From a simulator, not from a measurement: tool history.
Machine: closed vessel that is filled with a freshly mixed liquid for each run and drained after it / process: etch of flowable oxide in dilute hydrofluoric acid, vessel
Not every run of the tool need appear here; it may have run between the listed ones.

run	day	temperature setpoint of the liquid (°C)	parts of water to one part of 49 % hydrofluoric acid (parts by volume)	time in the liquid (s)	thickness taken off the flowable oxide on a monitor wafer (nm)
1	0	26	130	105	32.68
2	0.221	25	130	105	31.223
3	0.333	24.5	130	105	30.83
4	0.371	27.5	130	105	34.512
5	0.558	26.5	130	105	33.228
6	0.908	30	130	105	37.83
7	1.033	28	130	105	34.899

The next listed run, before its measurement:
8	1.375	26.5	130	105	?

Run 8 produced thickness taken off the flowable oxide on a monitor wafer (nm) 33.311.
